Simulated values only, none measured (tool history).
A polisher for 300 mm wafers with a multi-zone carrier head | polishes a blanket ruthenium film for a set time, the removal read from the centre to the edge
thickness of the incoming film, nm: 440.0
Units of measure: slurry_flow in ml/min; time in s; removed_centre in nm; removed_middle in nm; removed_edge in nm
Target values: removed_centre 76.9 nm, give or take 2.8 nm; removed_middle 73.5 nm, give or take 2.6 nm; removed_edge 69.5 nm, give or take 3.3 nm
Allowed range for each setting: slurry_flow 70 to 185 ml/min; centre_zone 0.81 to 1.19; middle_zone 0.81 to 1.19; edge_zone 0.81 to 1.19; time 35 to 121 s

run  hour  slurry_flow  centre_zone  middle_zone  edge_zone  time  removed_centre  removed_middle  removed_edge
  1     0          120            1            1          1    78          52.116          52.714        53.144
  2   8.2          120            1            1       1.07    78          51.984          50.535        56.117
  3  13.3          130         1.03         1.03       1.07    80          56.527          56.243         57.53
  4  20.6          135         1.05         1.04       1.09    82          58.783          58.323        59.125
  5  26.2          135         1.05         1.04       1.02    82          59.111          57.061        57.459
  6  31.6          160         1.05         1.04       1.02    82          61.625          59.493        60.104
  7    34          165         1.07         1.06       1.03    84          64.428          61.937        62.011
  8  42.9          165         1.08         1.08       1.04    86          66.619           64.11         64.16
  9  45.1          165         1.09          1.1       1.04    87          66.452          67.111        63.416

Which single option among these 5 for the next run brings every result within its allowed miss of target? Just one does.
  A  47.3          175         1.16         0.95       1.05    86               ?               ?             ?
  B  47.3          185         1.08         0.83       1.13    90               ?               ?             ?
  C  47.3          155         0.89         1.19       1.19    97               ?               ?             ?
  D  47.3          110         1.18         1.17       1.06   101               ?               ?             ?
  E  47.3          185         0.87         0.86       1.19    89               ?               ?             ?

move  removed_centre  removed_middle  removed_edge
   A          72.531          59.393        63.626
   B          71.299          56.219        69.669
   C           61.23          79.276        75.047
   D          77.444          75.079        69.672
   E          56.712          57.266        70.742
A: lands further from the targets than the last run did
B: lands further from the targets than the last run did
C: lands further from the targets than the last run did
D: all results land within tolerance of their targets
E: lands further from the targets than the last run did
So the answer is move D, the one that meets all the targets.
